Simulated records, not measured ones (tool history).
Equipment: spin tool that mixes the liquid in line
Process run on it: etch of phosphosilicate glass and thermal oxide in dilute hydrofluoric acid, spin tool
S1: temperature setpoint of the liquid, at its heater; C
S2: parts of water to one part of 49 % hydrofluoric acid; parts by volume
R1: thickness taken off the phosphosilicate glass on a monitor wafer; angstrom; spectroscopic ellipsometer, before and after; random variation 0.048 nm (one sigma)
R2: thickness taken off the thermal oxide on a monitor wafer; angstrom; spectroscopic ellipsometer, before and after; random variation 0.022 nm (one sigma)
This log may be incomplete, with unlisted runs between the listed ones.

run 1 hour=0.0 | S1=20.0 S2=290 time_under_the_liquid_(s)=30 | R1=157.990 R2=3.8955
run 2 hour=5.5 | S1=22.0 S2=290 time_under_the_liquid_(s)=30 | R1=169.950 R2=3.7693
run 3 hour=6.5 | S1=21.0 S2=315 time_under_the_liquid_(s)=30 | R1=145.960 R2=3.0540
run 4 hour=12.4 | S1=21.0 S2=315 time_under_the_liquid_(s)=15 | R1=73.561 R2=1.5345
run 5 hour=17.0 | S1=22.0 S2=310 time_under_the_liquid_(s)=15 | R1=77.476 R2=1.5757
run 6 hour=22.4 | S1=22.0 S2=310 time_under_the_liquid_(s)=20 | R1=103.430 R2=2.7895

What does the tool deliver on the next run?
run 7 hour=28.3 | S1=21.5 S2=310 time_under_the_liquid_(s)=20 | R1=? R2=?

Run 7 measured R1 102.540 angstrom, R2 2.7239 angstrom.
